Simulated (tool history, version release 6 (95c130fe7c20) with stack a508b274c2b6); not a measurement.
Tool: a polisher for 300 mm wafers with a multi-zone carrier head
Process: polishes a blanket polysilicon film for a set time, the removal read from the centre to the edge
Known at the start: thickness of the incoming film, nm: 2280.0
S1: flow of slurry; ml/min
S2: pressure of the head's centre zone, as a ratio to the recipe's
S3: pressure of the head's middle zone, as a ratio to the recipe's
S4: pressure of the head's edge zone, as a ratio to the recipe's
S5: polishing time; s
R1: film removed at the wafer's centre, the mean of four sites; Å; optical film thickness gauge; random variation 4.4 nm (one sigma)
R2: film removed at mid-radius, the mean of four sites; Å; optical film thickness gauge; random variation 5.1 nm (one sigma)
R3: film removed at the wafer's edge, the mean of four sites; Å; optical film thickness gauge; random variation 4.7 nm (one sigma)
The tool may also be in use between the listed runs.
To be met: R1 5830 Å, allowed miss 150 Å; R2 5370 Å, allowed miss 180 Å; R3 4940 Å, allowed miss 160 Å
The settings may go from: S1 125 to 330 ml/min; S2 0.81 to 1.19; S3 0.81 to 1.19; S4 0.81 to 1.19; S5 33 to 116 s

| run | hour | S1 | S2 | S3 | S4 | S5 | R1 | R2 | R3 |
|---|---|---|---|---|---|---|---|---|---|
| 1 | 0 | 210 | 1 | 1 | 1 | 74 | 4367.8 | 4236.4 | 4319.3 |
| 2 | 5.3 | 210 | 1 | 1 | 1 | 89 | 5315.8 | 5099.4 | 5116.1 |
| 3 | 11.3 | 170 | 1 | 1 | 1 | 89 | 5166.8 | 4921.6 | 4963 |
| 4 | 13.5 | 180 | 1.01 | 1.01 | 0.99 | 89 | 5228 | 4995.2 | 4945.7 |
| 5 | 17.5 | 190 | 1.02 | 1.02 | 0.98 | 89 | 5355.9 | 5107.2 | 5058.6 |
| 6 | 24 | 190 | 1.02 | 1.02 | 0.94 | 89 | 5322.4 | 5118.2 | 4989.2 |
| 7 | 28.5 | 195 | 1.03 | 1.03 | 0.93 | 89 | 5391.2 | 5151.6 | 4887.9 |
| 8 | 36.7 | 200 | 1.04 | 1.03 | 0.93 | 89 | 5507.6 | 5105.2 | 4909.3 |
| 9 | 39 | 200 | 1.04 | 1.03 | 0.93 | 89 | 5543.4 | 5226.8 | 4894.9 |
| 10 | 44.7 | 205 | 1.04 | 1.03 | 0.93 | 89 | 5528.9 | 5125.7 | 4994 |
| 11 | 49.1 | 205 | 1.05 | 1.04 | 0.92 | 89 | 5460.6 | 5184.9 | 4966.9 |

4 next moves are on the table. One of them brings every result within its allowed miss. Which?
| A | 53.5 | 230 | 1.02 | 1.08 | 0.88 | 90 | ? | ? | ? |
| B | 53.5 | 125 | 1.06 | 1.02 | 0.81 | 99 | ? | ? | ? |
| C | 53.5 | 205 | 1.14 | 1.03 | 0.92 | 87 | ? | ? | ? |
| D | 53.5 | 210 | 1.09 | 0.93 | 0.91 | 91 | ? | ? | ? |

| move | R1 | R2 | R3 |
|---|---|---|---|
| A | 5497.9 | 5478 | 4923.7 |
| B | 5855.1 | 5457.7 | 4986.5 |
| C | 5870.6 | 5080.1 | 4820.2 |
| D | 5881.7 | 5004.9 | 5030.1 |
A: nearer than the last run, and not there yet
B: meets every target
C: brings the result that was furthest off to its target, and leaves another outside
D: brings the result that was furthest off to its target, and leaves another outside
Answer: B

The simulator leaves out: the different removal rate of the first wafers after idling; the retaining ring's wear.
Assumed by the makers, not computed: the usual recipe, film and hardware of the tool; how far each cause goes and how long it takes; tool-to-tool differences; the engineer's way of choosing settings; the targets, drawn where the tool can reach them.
